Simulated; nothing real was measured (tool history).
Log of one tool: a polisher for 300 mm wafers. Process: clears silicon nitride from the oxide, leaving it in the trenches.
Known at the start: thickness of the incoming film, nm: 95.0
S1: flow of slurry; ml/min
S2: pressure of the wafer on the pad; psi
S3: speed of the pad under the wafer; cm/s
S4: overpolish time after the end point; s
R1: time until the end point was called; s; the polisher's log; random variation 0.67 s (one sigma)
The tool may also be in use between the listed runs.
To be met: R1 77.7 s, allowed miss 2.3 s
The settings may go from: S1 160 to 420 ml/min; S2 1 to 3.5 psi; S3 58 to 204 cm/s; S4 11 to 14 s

run  hour   S1   S2   S3  S4      R1
  1     0  270  2.2  130  14  95.635
  2     4  245  2.2  130  14  96.872
  3  10.3  250  2.3  130  14  93.787
  4  15.7  250  1.9  130  14  113.39
  5  21.1  250  1.9  130  11  112.06
  6    25  250  2.4  130  11  88.969
  7  32.6  260  2.5  130  11  86.324
  8  33.4  260  2.6  130  11    82.8

Which of these 4 next moves meets every target?
  A  34.2  335  2.4  140  11   ?
  B  34.2  205  2.4  150  14   ?
  C  34.2  215  2.8  148  11   ?
  D  34.2  350  2.4  154  14   ?

move      R1
   A  82.643
   B  82.798
   C  71.505
   D    76.8
A: as far off as the last run
B: as far off as the last run
C: takes the result that was furthest off past its target
D: meets every target
Move D is the one to make.
